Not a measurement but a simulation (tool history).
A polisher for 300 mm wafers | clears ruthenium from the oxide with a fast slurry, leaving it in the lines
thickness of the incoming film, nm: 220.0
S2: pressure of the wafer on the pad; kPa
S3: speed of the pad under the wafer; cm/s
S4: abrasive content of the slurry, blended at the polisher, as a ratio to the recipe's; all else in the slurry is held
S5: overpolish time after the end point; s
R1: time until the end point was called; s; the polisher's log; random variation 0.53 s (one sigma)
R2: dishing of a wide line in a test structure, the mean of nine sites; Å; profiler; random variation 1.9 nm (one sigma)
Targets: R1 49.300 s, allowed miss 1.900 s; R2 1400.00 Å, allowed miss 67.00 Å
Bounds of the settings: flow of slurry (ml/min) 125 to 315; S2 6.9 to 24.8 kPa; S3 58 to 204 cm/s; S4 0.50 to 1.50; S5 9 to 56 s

Run 1, hour 0.0: flow of slurry (ml/min) 205, S2 15.9 kPa, S3 130 cm/s, S4 1.00, S5 29 s. Result: R1 48.832 s, R2 967.48 Å.
Run 2, hour 4.2: flow of slurry (ml/min) 205, S2 19.3 kPa, S3 130 cm/s, S4 1.00, S5 29 s. Result: R1 41.065 s, R2 1089.40 Å.
Run 3, hour 8.4: flow of slurry (ml/min) 205, S2 18.6 kPa, S3 130 cm/s, S4 1.00, S5 31 s. Result: R1 41.948 s, R2 1121.20 Å.
Run 4, hour 11.2: flow of slurry (ml/min) 205, S2 18.6 kPa, S3 144 cm/s, S4 1.00, S5 31 s. Result: R1 39.404 s, R2 1201.70 Å.
Run 5, hour 17.8: flow of slurry (ml/min) 205, S2 17.9 kPa, S3 144 cm/s, S4 1.00, S5 33 s. Result: R1 40.887 s, R2 1198.40 Å.
Run 6, hour 21.9: flow of slurry (ml/min) 205, S2 17.2 kPa, S3 144 cm/s, S4 1.00, S5 35 s. Result: R1 41.392 s, R2 1221.10 Å.
Run 7, hour 23.3: flow of slurry (ml/min) 205, S2 16.5 kPa, S3 144 cm/s, S4 1.00, S5 37 s. Result: R1 43.326 s, R2 1288.50 Å.
Run 8, hour 27.4: flow of slurry (ml/min) 205, S2 15.9 kPa, S3 144 cm/s, S4 1.00, S5 38 s. Result: R1 45.430 s, R2 1231.10 Å.
Run 9, hour 33.3: flow of slurry (ml/min) 205, S2 15.9 kPa, S3 144 cm/s, S4 1.00, S5 39 s. Result: R1 44.816 s, R2 1251.70 Å.
Run 10, hour 37.6: flow of slurry (ml/min) 205, S2 15.9 kPa, S3 144 cm/s, S4 1.00, S5 40 s. Result: R1 44.497 s, R2 1293.20 Å.
Run 11, hour 39.7: flow of slurry (ml/min) 205, S2 15.9 kPa, S3 144 cm/s, S4 1.00, S5 41 s. Result: R1 44.890 s, R2 1334.20 Å.
Run 12, hour 48.0: flow of slurry (ml/min) 205, S2 15.9 kPa, S3 144 cm/s, S4 1.00, S5 42 s. Result: R1 45.395 s, R2 1325.80 Å.
Run 13, hour 51.9: flow of slurry (ml/min) 205, S2 15.9 kPa, S3 144 cm/s, S4 1.00, S5 43 s. Result: R1 45.189 s, R2 1347.40 Å.
Run 14, hour 55.5: flow of slurry (ml/min) 205, S2 15.9 kPa, S3 144 cm/s, S4 1.00, S5 44 s. Result: R1 44.356 s, R2 1370.30 Å.
Run 15, hour 60.1: flow of slurry (ml/min) 205, S2 15.9 kPa, S3 144 cm/s, S4 1.00, S5 45 s. Result: R1 44.933 s, R2 1421.20 Å.

4 next moves are on the table. One of them brings every result within its allowed miss. Which?
Run A, hour 64.7: flow of slurry (ml/min) 250, S2 15.2 kPa, S3 130 cm/s, S4 1.05, S5 50 s. Result: R1 ?, R2 ?.
Run B, hour 64.7: flow of slurry (ml/min) 175, S2 14.5 kPa, S3 136 cm/s, S4 1.10, S5 56 s. Result: R1 ?, R2 ?.
Run C, hour 64.7: flow of slurry (ml/min) 205, S2 13.8 kPa, S3 136 cm/s, S4 0.95, S5 54 s. Result: R1 ?, R2 ?.
Run D, hour 64.7: flow of slurry (ml/min) 200, S2 13.8 kPa, S3 134 cm/s, S4 0.95, S5 54 s. Result: R1 ?, R2 ?.

move      R1       R2
   A  47.665  1408.40
   B  48.435  1496.10
   C  52.964  1383.00
   D  53.665  1371.30
A: meets every target
B: brings the result that was furthest off to its target, and leaves another outside
C: takes the result that was furthest off past its target
D: takes the result that was furthest off past its target
Answer: A

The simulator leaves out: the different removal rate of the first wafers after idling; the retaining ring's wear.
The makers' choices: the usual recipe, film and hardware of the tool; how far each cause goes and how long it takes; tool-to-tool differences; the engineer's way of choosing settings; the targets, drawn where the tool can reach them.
